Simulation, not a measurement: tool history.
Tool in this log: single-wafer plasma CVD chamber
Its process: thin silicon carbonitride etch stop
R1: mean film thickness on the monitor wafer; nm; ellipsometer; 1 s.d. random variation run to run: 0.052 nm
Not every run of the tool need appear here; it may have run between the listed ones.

run 1 hour=0 | RF_power_(kW)=0.24 deposition_time_(s)=21.2 | R1=13.837
run 2 hour=6.1 | RF_power_(kW)=0.24 deposition_time_(s)=24 | R1=15.7
run 3 hour=9.5 | RF_power_(kW)=0.225 deposition_time_(s)=22.6 | R1=14.597
run 4 hour=14.7 | RF_power_(kW)=0.21 deposition_time_(s)=22.6 | R1=14.328
run 5 hour=23.2 | RF_power_(kW)=0.19 deposition_time_(s)=22.6 | R1=14.004
run 6 hour=26.1 | RF_power_(kW)=0.185 deposition_time_(s)=21.7 | R1=13.342

For run 7, what comes out?
run 7 hour=28.6 | RF_power_(kW)=0.18 deposition_time_(s)=21.1 | R1=?

R1: 12.943 nm

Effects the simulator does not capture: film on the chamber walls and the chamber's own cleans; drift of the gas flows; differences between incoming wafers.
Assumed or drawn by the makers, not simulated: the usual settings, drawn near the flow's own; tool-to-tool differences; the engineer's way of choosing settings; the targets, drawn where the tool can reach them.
